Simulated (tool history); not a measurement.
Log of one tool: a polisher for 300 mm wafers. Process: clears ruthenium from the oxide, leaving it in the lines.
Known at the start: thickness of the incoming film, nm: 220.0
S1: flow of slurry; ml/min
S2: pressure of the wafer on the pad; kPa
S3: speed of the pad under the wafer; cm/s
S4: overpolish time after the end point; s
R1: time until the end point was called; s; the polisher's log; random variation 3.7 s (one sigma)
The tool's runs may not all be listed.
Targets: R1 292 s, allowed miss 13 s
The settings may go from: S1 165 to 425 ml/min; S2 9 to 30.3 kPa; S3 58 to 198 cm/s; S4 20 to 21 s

| run | hour | S1 | S2 | S3 | S4 | R1 |
|---|---|---|---|---|---|---|
| 1 | 0 | 275 | 19.3 | 128 | 20 | 107.62 |
| 2 | 4.3 | 275 | 19.3 | 106 | 20 | 126.49 |
| 3 | 8.1 | 275 | 19.3 | 90 | 20 | 150.75 |
| 4 | 8.8 | 275 | 19.3 | 90 | 21 | 146.63 |
| 5 | 14.6 | 275 | 15.9 | 84 | 21 | 192.52 |
| 6 | 17.4 | 275 | 13.8 | 84 | 21 | 220.93 |
| 7 | 25.5 | 275 | 12.4 | 84 | 21 | 243.04 |
| 8 | 29.6 | 275 | 11.7 | 84 | 21 | 263.79 |

5 next moves are on the table. One of them brings every result within its allowed miss. Which?
| A | 33.7 | 260 | 11 | 92 | 21 | ? |
| B | 33.7 | 240 | 12.4 | 80 | 21 | ? |
| C | 33.7 | 165 | 10.3 | 98 | 21 | ? |
| D | 33.7 | 325 | 14.5 | 58 | 20 | ? |
| E | 33.7 | 235 | 14.5 | 70 | 20 | ? |

| move | R1 |
|---|---|
| A | 251.06 |
| B | 258.6 |
| C | 265.05 |
| D | 294.07 |
| E | 253.85 |
A: further off than the last run
B: further off than the last run
C: as far off as the last run
D: meets every target
E: further off than the last run
Move D is the one to make.
